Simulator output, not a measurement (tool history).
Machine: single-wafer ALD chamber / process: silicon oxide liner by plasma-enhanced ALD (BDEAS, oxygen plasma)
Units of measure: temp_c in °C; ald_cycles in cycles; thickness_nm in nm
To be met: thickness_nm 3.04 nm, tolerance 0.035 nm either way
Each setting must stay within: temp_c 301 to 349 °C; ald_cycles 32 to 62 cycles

run,hour,temp_c,ald_cycles,thickness_nm
1,0,325,47,3.9248
2,7.2,325,50,4.1965
3,15.8,335,50,4.1659
4,22.1,335,48,3.9654
5,23.9,335,47,3.8976
6,24.6,335,46,3.8041
7,29,335,45,3.7319
8,30.8,335,44,3.6445

Pick the move, out of 5, that brings all results within their allowed miss; only one does.
A,32.6,340,37,?
B,32.6,322,53,?
C,32.6,342,49,?
D,32.6,330,38,?
E,32.6,328,56,?

move,thickness_nm
A,3.0437
B,4.4618
C,4.0203
D,3.1665
E,4.6785
A: meets every target
B: moves away from the targets compared with the last run
C: moves away from the targets compared with the last run
D: closer than the last run, but not yet in spec
E: moves away from the targets compared with the last run
Move A is the one to make.
